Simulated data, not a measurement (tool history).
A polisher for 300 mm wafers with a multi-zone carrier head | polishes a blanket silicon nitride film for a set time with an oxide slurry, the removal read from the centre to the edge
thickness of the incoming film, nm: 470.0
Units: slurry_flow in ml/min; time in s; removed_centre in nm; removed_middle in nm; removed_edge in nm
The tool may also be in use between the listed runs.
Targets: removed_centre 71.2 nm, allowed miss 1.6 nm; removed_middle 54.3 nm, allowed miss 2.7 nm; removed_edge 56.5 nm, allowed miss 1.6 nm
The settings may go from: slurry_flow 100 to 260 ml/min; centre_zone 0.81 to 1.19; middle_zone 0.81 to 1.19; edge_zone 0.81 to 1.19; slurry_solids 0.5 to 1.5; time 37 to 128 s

run,hour,slurry_flow,centre_zone,middle_zone,edge_zone,slurry_solids,time,removed_centre,removed_middle,removed_edge
1,0,165,1,1,1,1,82,55.946,53.061,53.4
2,2.8,185,1.04,0.98,1,1,82,59.509,52.916,53.576
3,8.1,185,1.04,0.98,1,1.1,82,61.31,55.044,55.75
4,15.1,185,1.04,0.98,1,1.1,64,48.289,43.441,43.772
5,21.1,185,0.99,0.98,1,1.1,64,45.887,43.499,43.879
6,22.3,185,0.99,0.98,1,1.2,64,47.246,44.648,45.005
7,24.7,200,1.05,0.98,1.03,1.3,65,53.202,46.982,48.21
8,31,200,1.05,0.98,1.03,1.3,65,52.789,47.987,48.368
9,34.3,210,1.09,0.96,1.03,1.35,67,58.459,50.474,51.589
10,37.3,220,1.12,0.94,1.02,1.4,67,61.687,49.254,51.641
11,42.9,225,1.14,0.95,1.03,1.45,67,63.343,51.763,52.85

Which of these 5 next moves meets every target?
A,48.5,240,1.18,0.94,1.02,1.45,72,?,?,?
B,48.5,195,0.93,0.9,1.14,1.5,67,?,?,?
C,48.5,175,1.05,0.99,1.05,1.4,69,?,?,?
D,48.5,215,0.97,0.95,1.06,1.45,71,?,?,?
E,48.5,200,0.92,0.92,1.19,1.45,71,?,?,?

move,removed_centre,removed_middle,removed_edge
A,71.335,55.126,55.981
B,51.161,48.698,54.577
C,56.978,52.029,51.858
D,56.822,54.111,55.64
E,53.228,52.133,58.59
A: meets every target
B: further off than the last run
C: further off than the last run
D: further off than the last run
E: further off than the last run
The right move is A.
